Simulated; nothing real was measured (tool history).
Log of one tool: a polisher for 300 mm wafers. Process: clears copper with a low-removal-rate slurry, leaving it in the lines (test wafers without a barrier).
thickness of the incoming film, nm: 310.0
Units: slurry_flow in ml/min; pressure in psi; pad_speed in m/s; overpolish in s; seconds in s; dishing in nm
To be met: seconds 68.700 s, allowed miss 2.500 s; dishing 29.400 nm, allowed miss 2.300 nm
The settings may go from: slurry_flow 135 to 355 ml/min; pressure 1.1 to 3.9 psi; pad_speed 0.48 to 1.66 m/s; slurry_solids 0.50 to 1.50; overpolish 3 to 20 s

run  hour  slurry_flow  pressure  pad_speed  slurry_solids  overpolish  seconds  dishing
  1   0.0          225       2.5       1.06           1.00          10  118.030   19.551
  2   1.0          225       2.8       1.06           1.00          10  105.810   21.329
  3   8.5          225       3.1       1.06           1.00          10   97.261   24.495
  4  15.6          230       3.3       1.08           1.00           9   89.662   23.287
  5  20.8          230       3.5       1.10           1.00           9   84.150   25.059
  6  28.8          230       2.9       1.10           1.00           9   99.021   20.767
  7  37.2          235       3.2       1.12           1.00           9   90.163   24.202
  8  45.0          240       3.4       1.14           1.00           9   84.175   24.770
  9  46.4          240       3.5       1.16           1.00           9   79.959   25.244
 10  52.2          240       3.6       1.18           1.00           9   76.186   27.338
 11  53.6          250       3.9       1.18           1.00           8   70.623   26.190
 12  61.5          250       3.9       1.18           1.00           8   71.579   25.686

Which of these 5 next moves meets every target?
  A  69.4          225       3.5       1.20           0.90          11        ?        ?
  B  69.4          215       3.9       1.34           1.00           9        ?        ?
  C  69.4          280       3.8       1.20           1.05           9        ?        ?
  D  69.4          260       3.5       1.24           1.10           8        ?        ?
  E  69.4          250       3.8       1.14           0.95           9        ?        ?

move  seconds  dishing
   A   78.563   30.858
   B   62.667   31.699
   C   69.056   29.112
   D   71.907   25.250
   E   74.909   27.111
A: brings the result that was furthest off to its target, and leaves another outside
B: brings the result that was furthest off to its target, and leaves another outside
C: meets every target
D: further off than the last run
E: brings the result that was furthest off to its target, and leaves another outside
The right move is C.

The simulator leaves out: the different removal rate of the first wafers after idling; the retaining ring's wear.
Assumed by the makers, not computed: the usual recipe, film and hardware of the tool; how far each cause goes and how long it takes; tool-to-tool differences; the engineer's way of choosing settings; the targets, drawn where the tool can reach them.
